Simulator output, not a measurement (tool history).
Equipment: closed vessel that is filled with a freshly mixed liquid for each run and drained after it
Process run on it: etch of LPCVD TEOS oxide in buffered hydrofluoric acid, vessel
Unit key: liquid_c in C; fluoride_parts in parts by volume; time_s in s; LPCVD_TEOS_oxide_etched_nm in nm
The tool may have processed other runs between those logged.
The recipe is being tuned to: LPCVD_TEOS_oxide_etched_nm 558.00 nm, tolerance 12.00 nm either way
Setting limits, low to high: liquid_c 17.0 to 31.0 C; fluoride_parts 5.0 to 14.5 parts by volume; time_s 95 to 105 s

run	hour	liquid_c	fluoride_parts	time_s	LPCVD_TEOS_oxide_etched_nm
1	0.0	23.0	9.0	95	346.58
2	8.1	23.0	9.0	105	383.76
3	11.9	23.0	11.5	105	309.09
4	16.0	23.0	9.0	105	385.87
5	19.7	23.0	9.0	105	385.47
6	28.6	21.0	9.0	105	344.33
7	32.1	23.5	9.0	105	393.87
# hour 33.1: hydrofluoric acid flow meter replaced
8	33.1	23.5	9.0	105	406.12

4 candidate next runs follow, results not yet known. Just one meets every target within its allowed miss. Identify it.
A	34.1	26.5	9.0	105	?
B	34.1	27.0	8.0	105	?
C	34.1	28.0	9.5	105	?
D	34.1	22.0	9.5	100	?

move	LPCVD_TEOS_oxide_etched_nm
A	481.10
B	561.44
C	503.80
D	346.70
A: moves toward the targets from the last run without getting all of them in spec
B: every result lands within tolerance
C: moves toward the targets from the last run without getting all of them in spec
D: the biggest miss grows against the last run
Correct choice: B, which meets every target
